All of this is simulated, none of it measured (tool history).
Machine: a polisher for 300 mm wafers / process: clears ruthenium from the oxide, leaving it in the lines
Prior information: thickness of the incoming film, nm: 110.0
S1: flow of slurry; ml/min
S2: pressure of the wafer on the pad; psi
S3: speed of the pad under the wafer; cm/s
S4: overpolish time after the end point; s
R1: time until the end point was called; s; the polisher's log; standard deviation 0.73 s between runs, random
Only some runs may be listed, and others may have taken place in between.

| run | hour | S1 | S2 | S3 | S4 | R1 |
|---|---|---|---|---|---|---|
| 1 | 0.0 | 280 | 2.5 | 112 | 41 | 64.630 |
| 2 | 6.7 | 305 | 2.5 | 112 | 41 | 64.426 |
| 3 | 9.3 | 305 | 2.8 | 114 | 41 | 57.257 |
| 4 | 9.9 | 305 | 2.8 | 114 | 41 | 57.243 |
| 5 | 15.3 | 305 | 3.1 | 114 | 41 | 51.217 |
| 6 | 16.6 | 305 | 3.2 | 114 | 41 | 49.848 |
| 7 | 17.4 | 305 | 3.2 | 114 | 41 | 49.350 |

Expected results for the next run?
| 8 | 18.3 | 305 | 3.3 | 114 | 41 | ? |

{"run 8": {"R1": 47.161}}

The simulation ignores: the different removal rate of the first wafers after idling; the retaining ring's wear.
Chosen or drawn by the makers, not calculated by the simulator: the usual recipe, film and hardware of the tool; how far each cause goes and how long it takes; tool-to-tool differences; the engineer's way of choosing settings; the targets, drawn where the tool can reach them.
